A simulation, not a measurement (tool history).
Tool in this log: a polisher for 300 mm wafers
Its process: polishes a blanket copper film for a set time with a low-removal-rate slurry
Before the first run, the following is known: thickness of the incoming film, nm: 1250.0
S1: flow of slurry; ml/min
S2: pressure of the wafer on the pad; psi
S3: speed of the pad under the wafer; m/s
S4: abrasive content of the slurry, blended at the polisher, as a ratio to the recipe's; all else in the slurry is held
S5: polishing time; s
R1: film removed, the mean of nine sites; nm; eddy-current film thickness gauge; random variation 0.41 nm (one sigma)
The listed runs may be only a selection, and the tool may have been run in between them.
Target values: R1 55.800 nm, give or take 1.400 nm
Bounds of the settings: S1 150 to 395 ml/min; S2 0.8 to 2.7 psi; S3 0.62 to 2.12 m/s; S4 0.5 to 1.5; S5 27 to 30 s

run,hour,S1,S2,S3,S4,S5,R1
1,0.0,250,1.7,1.36,1.0,30,83.922
2,8.6,245,1.5,1.36,1.0,30,74.120
3,14.3,240,1.4,1.36,1.0,30,68.821
4,19.8,230,1.3,1.36,1.0,30,64.574
5,23.4,260,1.3,1.36,1.0,30,65.200
6,31.6,235,1.3,1.36,1.0,30,63.794
7,35.2,225,1.3,1.36,1.0,30,64.211
8,36.0,220,1.2,1.36,1.0,30,59.319
9,39.5,210,1.2,1.36,1.0,30,57.728
10,45.4,205,1.2,1.36,1.0,30,58.324

Exercise: of the 5 proposed moves below, exactly one satisfies all targets within the stated allowed misses. Which move is it?
A,51.3,240,1.2,1.50,0.8,28,?
B,51.3,180,1.4,1.34,0.7,30,?
C,51.3,230,1.5,1.26,0.8,28,?
D,51.3,190,1.3,1.22,1.1,29,?
E,51.3,215,0.9,1.86,1.2,30,?

move,R1
A,59.092
B,62.088
C,61.538
D,55.250
E,62.626
A: misses by more than the last run did
B: misses by more than the last run did
C: misses by more than the last run did
D: each result inside its tolerance
E: misses by more than the last run did
Answer: D

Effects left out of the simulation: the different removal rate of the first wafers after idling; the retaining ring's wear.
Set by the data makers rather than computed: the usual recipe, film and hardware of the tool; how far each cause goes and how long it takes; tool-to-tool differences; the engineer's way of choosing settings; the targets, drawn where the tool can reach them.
